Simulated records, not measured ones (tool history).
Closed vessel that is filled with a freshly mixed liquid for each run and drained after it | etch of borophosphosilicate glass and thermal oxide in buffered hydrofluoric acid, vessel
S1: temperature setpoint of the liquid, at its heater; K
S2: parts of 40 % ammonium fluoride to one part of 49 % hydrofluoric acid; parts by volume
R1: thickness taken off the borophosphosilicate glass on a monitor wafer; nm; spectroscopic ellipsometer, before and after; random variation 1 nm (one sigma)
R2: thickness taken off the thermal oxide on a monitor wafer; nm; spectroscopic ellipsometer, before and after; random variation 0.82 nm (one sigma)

{"run": 1, "hour": 0.0, "S1": 296.15, "S2": 23, "time in the liquid (s)": 60, "R1": 33.662, "R2": 30.059}
{"run": 2, "hour": 9.0, "S1": 296.15, "S2": 29, "time in the liquid (s)": 60, "R1": 28.664, "R2": 25.813}
{"run": 3, "hour": 9.8, "S1": 296.15, "S2": 25.5, "time in the liquid (s)": 60, "R1": 31.116, "R2": 27.797}
{"run": 4, "hour": 10.9, "S1": 298.65, "S2": 20, "time in the liquid (s)": 70, "R1": 49.415, "R2": 43.605}
{"run": 5, "hour": 19.3, "S1": 300.65, "S2": 16, "time in the liquid (s)": 75, "R1": 74.018, "R2": 65.591}
{"run": 6, "hour": 26.2, "S1": 297.15, "S2": 16, "time in the liquid (s)": 75, "R1": 60.485, "R2": 53.332}

The next listed run, before its measurement:
{"run": 7, "hour": 31.7, "S1": 299.65, "S2": 13.5, "time in the liquid (s)": 75, "R1": "?", "R2": "?"}

R1: 83.028 nm
R2: 73.108 nm

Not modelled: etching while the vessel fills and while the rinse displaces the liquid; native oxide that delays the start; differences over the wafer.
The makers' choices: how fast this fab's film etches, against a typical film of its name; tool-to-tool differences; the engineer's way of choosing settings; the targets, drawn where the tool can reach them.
